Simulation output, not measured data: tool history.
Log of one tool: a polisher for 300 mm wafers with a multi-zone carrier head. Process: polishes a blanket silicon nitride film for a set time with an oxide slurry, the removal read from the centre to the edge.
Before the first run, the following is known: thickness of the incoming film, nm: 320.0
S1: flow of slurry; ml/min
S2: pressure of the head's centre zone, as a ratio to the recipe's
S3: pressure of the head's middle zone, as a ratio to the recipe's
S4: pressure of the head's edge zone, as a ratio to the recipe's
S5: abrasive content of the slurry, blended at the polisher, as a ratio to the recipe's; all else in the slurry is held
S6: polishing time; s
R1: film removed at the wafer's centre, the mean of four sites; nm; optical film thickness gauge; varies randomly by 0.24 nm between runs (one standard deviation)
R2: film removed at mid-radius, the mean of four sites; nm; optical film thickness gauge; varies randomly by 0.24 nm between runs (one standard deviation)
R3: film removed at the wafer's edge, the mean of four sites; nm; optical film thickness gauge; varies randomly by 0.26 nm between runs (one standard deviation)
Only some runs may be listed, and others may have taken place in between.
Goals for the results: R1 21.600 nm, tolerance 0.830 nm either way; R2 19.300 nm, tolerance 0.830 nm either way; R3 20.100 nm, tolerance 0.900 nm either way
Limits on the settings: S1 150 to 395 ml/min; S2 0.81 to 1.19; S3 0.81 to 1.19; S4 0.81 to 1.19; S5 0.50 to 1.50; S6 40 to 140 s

{"run": 1, "hour": 0.0, "S1": 250, "S2": 1.0, "S3": 1.0, "S4": 1.0, "S5": 1.0, "S6": 90, "R1": 32.56, "R2": 33.31, "R3": 33.434}
{"run": 2, "hour": 3.1, "S1": 250, "S2": 1.0, "S3": 1.0, "S4": 1.0, "S5": 1.0, "S6": 100, "R1": 36.728, "R2": 36.791, "R3": 36.507}
{"run": 3, "hour": 12.1, "S1": 245, "S2": 1.02, "S3": 0.97, "S4": 0.96, "S5": 0.85, "S6": 91, "R1": 29.887, "R2": 28.863, "R3": 28.987}
{"run": 4, "hour": 14.0, "S1": 240, "S2": 1.01, "S3": 0.94, "S4": 0.92, "S5": 0.75, "S6": 91, "R1": 25.789, "R2": 24.787, "R3": 25.293}
{"run": 5, "hour": 20.2, "S1": 240, "S2": 1.01, "S3": 1.02, "S4": 0.92, "S5": 0.75, "S6": 91, "R1": 26.557, "R2": 26.287, "R3": 24.683}
{"run": 6, "hour": 25.5, "S1": 230, "S2": 1.01, "S3": 0.98, "S4": 0.89, "S5": 0.7, "S6": 91, "R1": 24.14, "R2": 23.858, "R3": 23.077}
{"run": 7, "hour": 30.8, "S1": 230, "S2": 1.01, "S3": 0.98, "S4": 0.89, "S5": 0.7, "S6": 91, "R1": 23.785, "R2": 24.258, "R3": 22.663}
{"run": 8, "hour": 36.0, "S1": 230, "S2": 1.03, "S3": 0.93, "S4": 0.87, "S5": 0.65, "S6": 91, "R1": 22.806, "R2": 21.131, "R3": 21.458}
{"run": 9, "hour": 44.6, "S1": 215, "S2": 1.04, "S3": 0.92, "S4": 0.86, "S5": 0.65, "S6": 91, "R1": 22.518, "R2": 20.215, "R3": 21.173}
{"run": 10, "hour": 49.4, "S1": 205, "S2": 1.04, "S3": 0.92, "S4": 0.85, "S5": 0.65, "S6": 91, "R1": 22.369, "R2": 20.15, "R3": 20.506}

Pick the move, out of 5, that brings all results within their allowed miss; only one does.
{"run": "A", "hour": 54.2, "S1": 200, "S2": 0.98, "S3": 1.01, "S4": 0.82, "S5": 0.65, "S6": 93, "R1": "?", "R2": "?", "R3": "?"}
{"run": "B", "hour": 54.2, "S1": 240, "S2": 1.1, "S3": 0.89, "S4": 0.81, "S5": 0.65, "S6": 91, "R1": "?", "R2": "?", "R3": "?"}
{"run": "C", "hour": 54.2, "S1": 150, "S2": 1.04, "S3": 1.0, "S4": 0.81, "S5": 0.65, "S6": 94, "R1": "?", "R2": "?", "R3": "?"}
{"run": "D", "hour": 54.2, "S1": 310, "S2": 0.97, "S3": 0.97, "S4": 0.83, "S5": 0.6, "S6": 99, "R1": "?", "R2": "?", "R3": "?"}
{"run": "E", "hour": 54.2, "S1": 155, "S2": 1.07, "S3": 0.92, "S4": 0.91, "S5": 0.7, "S6": 83, "R1": "?", "R2": "?", "R3": "?"}

move=A R1=21.252 R2=22.558 R3=21.201
move=B R1=24.066 R2=20.397 R3=21.124
move=C R1=21.365 R2=21.325 R3=20.459
move=D R1=21.308 R2=21.959 R3=21.152
move=E R1=21.434 R2=19.373 R3=20.730
A: its largest miss is bigger than the last run's
B: its largest miss is bigger than the last run's
C: its largest miss is bigger than the last run's
D: its largest miss is bigger than the last run's
E: all results in spec
E meets every target.

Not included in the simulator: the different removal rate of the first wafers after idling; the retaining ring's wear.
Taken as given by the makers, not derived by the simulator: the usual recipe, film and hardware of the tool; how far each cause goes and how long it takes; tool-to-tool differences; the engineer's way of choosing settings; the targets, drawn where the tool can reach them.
